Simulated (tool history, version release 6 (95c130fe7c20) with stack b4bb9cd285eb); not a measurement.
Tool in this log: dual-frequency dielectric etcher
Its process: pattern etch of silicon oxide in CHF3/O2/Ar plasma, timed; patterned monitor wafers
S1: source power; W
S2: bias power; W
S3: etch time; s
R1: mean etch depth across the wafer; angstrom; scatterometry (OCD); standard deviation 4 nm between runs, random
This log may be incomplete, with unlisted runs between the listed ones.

run  hour   S1   S2   S3     R1
  1     0  510  213  794  16624
  2   7.1  510  182  794  15673
  3  11.7  450  182  794  14580
  4  18.5  450  182  794  14582
  5  21.4  410  180  794  13736
  6    29  410  211  794  14530
  7    38  310  176  794  10963
  8  45.8  340  177  794  12046

The next listed run, before its measurement:
  9  53.8  350  177  794   ?

Run 9 came out at R1 12301 angstrom.

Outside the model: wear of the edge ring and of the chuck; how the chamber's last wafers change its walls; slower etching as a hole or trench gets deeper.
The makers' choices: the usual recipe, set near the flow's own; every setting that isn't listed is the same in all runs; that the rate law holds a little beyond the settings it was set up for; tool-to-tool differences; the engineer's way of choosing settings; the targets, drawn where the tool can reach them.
